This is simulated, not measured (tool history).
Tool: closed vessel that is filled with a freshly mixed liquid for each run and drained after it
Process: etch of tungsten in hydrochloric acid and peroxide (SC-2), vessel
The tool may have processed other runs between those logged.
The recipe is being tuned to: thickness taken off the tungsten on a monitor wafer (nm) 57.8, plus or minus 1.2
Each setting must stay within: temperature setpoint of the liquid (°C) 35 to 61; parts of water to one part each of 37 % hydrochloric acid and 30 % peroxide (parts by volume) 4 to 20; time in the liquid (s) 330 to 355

| run | hour | temperature setpoint of the liquid (°C) | parts of water to one part each of 37 % hydrochloric acid and 30 % peroxide (parts by volume) | time in the liquid (s) | thickness taken off the tungsten on a monitor wafer (nm) |
|---|---|---|---|---|---|
| 1 | 0 | 45 | 11 | 330 | 80.293 |
| 2 | 7.7 | 45 | 13 | 330 | 67.956 |
| 3 | 16.9 | 44 | 13 | 330 | 64.373 |
| 4 | 21.1 | 47.5 | 13 | 330 | 81.267 |
| 5 | 27.4 | 47.5 | 13 | 330 | 82.521 |
| 6 | 36 | 50.5 | 13 | 330 | 100.55 |
| 7 | 40.5 | 48 | 13 | 330 | 84.876 |
| 8 | 49.8 | 46 | 13 | 330 | 73.756 |
| 9 | 56.6 | 45 | 13 | 330 | 68.743 |
| 10 | 63.1 | 44 | 13 | 330 | 63.662 |
| 11 | 69.2 | 43.5 | 13 | 330 | 62.222 |
| 12 | 73.6 | 43 | 13 | 330 | 59.831 |

Exercise: of the 5 proposed moves below, exactly one satisfies all targets within the stated allowed misses. Which move is it?
| A | 78 | 38 | 9 | 330 | ? |
| B | 78 | 43 | 12.5 | 330 | ? |
| C | 78 | 43 | 13 | 335 | ? |
| D | 78 | 42 | 13.5 | 340 | ? |
| E | 78 | 47 | 17.5 | 345 | ? |

| move | thickness taken off the tungsten on a monitor wafer (nm) |
|---|---|
| A | 56.918 |
| B | 61.514 |
| C | 60.365 |
| D | 55.288 |
| E | 62.968 |
A: all results land within tolerance of their targets
B: moves away from the targets compared with the last run
C: moves away from the targets compared with the last run
D: carries the result that was furthest off beyond its target, to the other side
E: moves away from the targets compared with the last run
A is the move that brings every result within its allowed miss.

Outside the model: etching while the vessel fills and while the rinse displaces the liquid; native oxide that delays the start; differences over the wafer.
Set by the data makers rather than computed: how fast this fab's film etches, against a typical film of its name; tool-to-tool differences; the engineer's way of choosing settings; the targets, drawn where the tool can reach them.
